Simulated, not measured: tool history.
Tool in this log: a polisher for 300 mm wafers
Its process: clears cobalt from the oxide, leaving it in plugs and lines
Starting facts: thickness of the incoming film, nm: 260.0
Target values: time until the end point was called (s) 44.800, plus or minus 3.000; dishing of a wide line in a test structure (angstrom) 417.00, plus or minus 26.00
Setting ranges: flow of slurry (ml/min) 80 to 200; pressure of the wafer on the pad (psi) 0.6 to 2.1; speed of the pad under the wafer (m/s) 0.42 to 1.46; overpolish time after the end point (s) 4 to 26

| run | hour | flow of slurry (ml/min) | pressure of the wafer on the pad (psi) | speed of the pad under the wafer (m/s) | overpolish time after the end point (s) | time until the end point was called (s) | dishing of a wide line in a test structure (angstrom) |
|---|---|---|---|---|---|---|---|
| 1 | 0.0 | 130 | 1.3 | 0.94 | 13 | 71.930 | 291.52 |
| 2 | 5.3 | 130 | 1.5 | 0.96 | 14 | 66.230 | 309.30 |
| 3 | 11.5 | 130 | 1.5 | 0.96 | 11 | 64.573 | 280.31 |
| 4 | 17.4 | 115 | 1.5 | 0.96 | 11 | 66.921 | 275.58 |
| 5 | 19.2 | 115 | 1.7 | 0.96 | 11 | 62.972 | 294.96 |
| 6 | 23.7 | 115 | 1.6 | 0.96 | 11 | 63.031 | 284.13 |
| 7 | 30.8 | 115 | 1.7 | 1.00 | 12 | 58.698 | 310.93 |
| 8 | 39.7 | 120 | 2.1 | 1.04 | 15 | 46.515 | 375.93 |

Below are 5 possible settings for the next run. Only one of them brings all results inside the allowed miss of their targets. Which is it?
| A | 48.6 | 140 | 2.1 | 1.06 | 19 | ? | ? |
| B | 48.6 | 85 | 2.1 | 1.04 | 25 | ? | ? |
| C | 48.6 | 110 | 2.0 | 1.12 | 11 | ? | ? |
| D | 48.6 | 175 | 1.8 | 0.98 | 15 | ? | ? |
| E | 48.6 | 150 | 1.5 | 1.24 | 12 | ? | ? |

| move | time until the end point was called (s) | dishing of a wide line in a test structure (angstrom) |
|---|---|---|
| A | 43.974 | 407.42 |
| B | 51.241 | 417.47 |
| C | 45.948 | 333.19 |
| D | 52.002 | 361.34 |
| E | 49.391 | 335.87 |
A: all results land within tolerance of their targets
B: brings the result that was furthest off to its target, and leaves another outside
C: moves away from the targets compared with the last run
D: moves away from the targets compared with the last run
E: moves away from the targets compared with the last run
Correct choice: A, which meets every target
